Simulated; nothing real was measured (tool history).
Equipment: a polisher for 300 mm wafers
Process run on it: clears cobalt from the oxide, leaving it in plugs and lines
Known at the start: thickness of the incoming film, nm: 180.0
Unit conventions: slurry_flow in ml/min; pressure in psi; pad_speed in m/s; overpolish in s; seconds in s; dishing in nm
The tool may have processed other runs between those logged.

{"run": 1, "day": 0.0, "slurry_flow": 290, "pressure": 1.7, "pad_speed": 1.1, "overpolish": 18, "seconds": 36.396, "dishing": 54.55}
{"run": 2, "day": 0.088, "slurry_flow": 325, "pressure": 1.7, "pad_speed": 1.1, "overpolish": 18, "seconds": 35.39, "dishing": 55.819}
{"run": 3, "day": 0.192, "slurry_flow": 325, "pressure": 1.7, "pad_speed": 1.1, "overpolish": 23, "seconds": 35.731, "dishing": 63.735}
{"run": 4, "day": 0.383, "slurry_flow": 325, "pressure": 1.3, "pad_speed": 1.1, "overpolish": 23, "seconds": 41.737, "dishing": 58.161}
{"run": 5, "day": 0.417, "slurry_flow": 325, "pressure": 1.3, "pad_speed": 1.1, "overpolish": 29, "seconds": 41.654, "dishing": 64.144}
{"run": 6, "day": 0.488, "slurry_flow": 325, "pressure": 1.3, "pad_speed": 1.1, "overpolish": 34, "seconds": 42.81, "dishing": 68.291}
{"run": 7, "day": 0.742, "slurry_flow": 330, "pressure": 1.5, "pad_speed": 1.1, "overpolish": 29, "seconds": 38.818, "dishing": 67.521}
{"run": 8, "day": 0.871, "slurry_flow": 340, "pressure": 1.6, "pad_speed": 1.1, "overpolish": 25, "seconds": 37.292, "dishing": 62.862}
{"run": 9, "day": 1.096, "slurry_flow": 340, "pressure": 1.7, "pad_speed": 1.1, "overpolish": 23, "seconds": 35.491, "dishing": 62.411}

Estimate the outcome of run 10 from the log above:
{"run": 10, "day": 1.308, "slurry_flow": 345, "pressure": 1.8, "pad_speed": 1.1, "overpolish": 21, "seconds": "?", "dishing": "?"}

seconds: 34.019 s
dishing: 61.009 nm
